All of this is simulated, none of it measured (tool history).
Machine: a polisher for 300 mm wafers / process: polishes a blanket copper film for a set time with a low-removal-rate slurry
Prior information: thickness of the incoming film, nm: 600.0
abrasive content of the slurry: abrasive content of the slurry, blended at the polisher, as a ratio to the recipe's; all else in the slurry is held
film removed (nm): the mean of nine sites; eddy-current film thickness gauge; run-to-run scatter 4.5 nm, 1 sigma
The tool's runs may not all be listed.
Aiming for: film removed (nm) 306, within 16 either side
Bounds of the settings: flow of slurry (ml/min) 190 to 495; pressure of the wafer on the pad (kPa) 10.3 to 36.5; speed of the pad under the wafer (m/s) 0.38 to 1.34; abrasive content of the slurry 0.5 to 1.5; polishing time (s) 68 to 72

run,day,flow of slurry (ml/min),pressure of the wafer on the pad (kPa),speed of the pad under the wafer (m/s),abrasive content of the slurry,polishing time (s),film removed (nm)
1,0,320,23.4,0.86,1,68,193.71
2,0.258,320,24.8,0.86,1,68,206.39
3,0.338,265,24.8,0.86,1,68,199.5
4,0.558,265,26.2,0.86,1,68,209.46
5,0.592,265,26.2,0.86,1.1,68,213.7
6,0.638,265,26.2,0.86,0.95,68,208.36
7,0.796,265,27.6,0.86,0.95,68,213.77
8,0.871,265,29,0.88,0.95,68,225.1
9,0.921,265,29.6,0.9,0.95,68,235.82
10,1.192,265,30.3,0.92,0.95,68,251.5
11,1.292,265,31,0.92,0.95,68,253.33
12,1.333,265,31,0.92,0.95,68,251.14
13,1.421,265,31.7,0.92,0.95,68,264.44
14,1.617,265,32.4,0.92,0.95,68,262.05
15,1.662,265,33.1,0.92,0.95,68,268.8

Of the 4 settings listed for the next run, only one would bring every result within its allowed miss of target. Which one?
A,1.708,195,29,1.14,0.9,72,?
B,1.708,215,36.5,1.04,1,72,?
C,1.708,305,31.7,0.92,0.9,72,?
D,1.708,350,36.5,1,1,72,?

move,film removed (nm)
A,296.36
B,339.47
C,269.94
D,340.65
A: every result within its allowed miss
B: takes the result that was furthest off past its target
C: roughly where the last run was
D: takes the result that was furthest off past its target
Answer: A

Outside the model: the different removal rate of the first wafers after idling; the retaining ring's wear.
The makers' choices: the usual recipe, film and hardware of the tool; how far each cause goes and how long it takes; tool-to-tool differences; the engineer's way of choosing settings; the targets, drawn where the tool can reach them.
